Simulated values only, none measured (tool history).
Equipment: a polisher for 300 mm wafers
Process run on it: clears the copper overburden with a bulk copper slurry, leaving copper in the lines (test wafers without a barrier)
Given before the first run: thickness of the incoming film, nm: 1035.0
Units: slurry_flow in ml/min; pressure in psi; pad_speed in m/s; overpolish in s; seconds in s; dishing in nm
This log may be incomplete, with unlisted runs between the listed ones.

run	hour	slurry_flow	pressure	pad_speed	slurry_solids	overpolish	seconds	dishing
1	0	270	2.3	0.82	1	15	192.25	45.086
2	7.1	270	2.3	0.98	1	15	158.07	51.8
3	11	270	2.3	1.1	1	15	142.94	54.673
4	12.4	270	2.3	1.1	1	16	144.15	57.332
5	15.7	270	2.3	1.1	1	17	148.26	58.958
6	17.6	270	2.4	1.1	1	19	133.82	63.079
7	21.4	270	2.4	1.1	1	20	134.7	65.051
8	25.3	270	2.4	1.1	1	21	137.76	66.967

Run 9 has not been measured yet. What should we expect?
9	26.1	270	2.3	1.1	1	23	?	?

Run 9 yielded seconds 141.22 s, dishing 69.025 nm.

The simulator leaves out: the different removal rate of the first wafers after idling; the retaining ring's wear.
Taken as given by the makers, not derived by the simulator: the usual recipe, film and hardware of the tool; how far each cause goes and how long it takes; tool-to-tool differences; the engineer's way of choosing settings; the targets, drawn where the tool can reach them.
